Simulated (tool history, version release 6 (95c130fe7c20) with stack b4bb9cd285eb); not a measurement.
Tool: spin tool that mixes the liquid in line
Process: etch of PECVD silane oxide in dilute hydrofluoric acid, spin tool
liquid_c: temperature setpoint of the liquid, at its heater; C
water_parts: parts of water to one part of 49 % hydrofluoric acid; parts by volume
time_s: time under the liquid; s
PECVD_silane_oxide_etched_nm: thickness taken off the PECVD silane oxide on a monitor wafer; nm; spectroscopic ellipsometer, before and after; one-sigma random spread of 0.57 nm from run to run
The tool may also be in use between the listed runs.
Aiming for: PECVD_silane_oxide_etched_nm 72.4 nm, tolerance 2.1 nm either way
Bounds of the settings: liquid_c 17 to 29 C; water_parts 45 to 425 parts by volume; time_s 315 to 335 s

| run | hour | liquid_c | water_parts | time_s | PECVD_silane_oxide_etched_nm |
|---|---|---|---|---|---|
| 1 | 0 | 21 | 235 | 315 | 33.86 |
| 2 | 4.3 | 23 | 210 | 315 | 41.83 |
| 3 | 6.8 | 23 | 270 | 315 | 30.29 |
| 4 | 14.2 | 24.5 | 235 | 315 | 38.519 |
| 5 | 15 | 25.5 | 210 | 315 | 45.797 |
|  | 17.8 | thermometer replaced |
| 6 | 17.8 | 25.5 | 210 | 315 | 48.127 |
| 7 | 21.3 | 29 | 145 | 315 | 85.754 |
| 8 | 22.2 | 28 | 145 | 315 | 81.931 |
| 9 | 29.5 | 28 | 145 | 315 | 81.625 |
| 10 | 34 | 28 | 145 | 315 | 82.057 |
| 11 | 36.2 | 27.5 | 145 | 315 | 81.856 |
| 12 | 41.7 | 27 | 145 | 315 | 79.181 |

Which one of the following 4 next-run settings gets every result inside its allowed miss? There is exactly one.
| A | 47.2 | 27.5 | 165 | 315 | ? |
| B | 47.2 | 26.5 | 130 | 330 | ? |
| C | 47.2 | 26 | 155 | 325 | ? |
| D | 47.2 | 27 | 155 | 335 | ? |

| move | PECVD_silane_oxide_etched_nm |
|---|---|
| A | 69.474 |
| B | 92.922 |
| C | 73.069 |
| D | 78.166 |
A: moves the result that the last run missed by most past its target, out the other side
B: the biggest miss grows against the last run
C: meets every target
D: better than the last run, though not everything is in spec
Answer: C
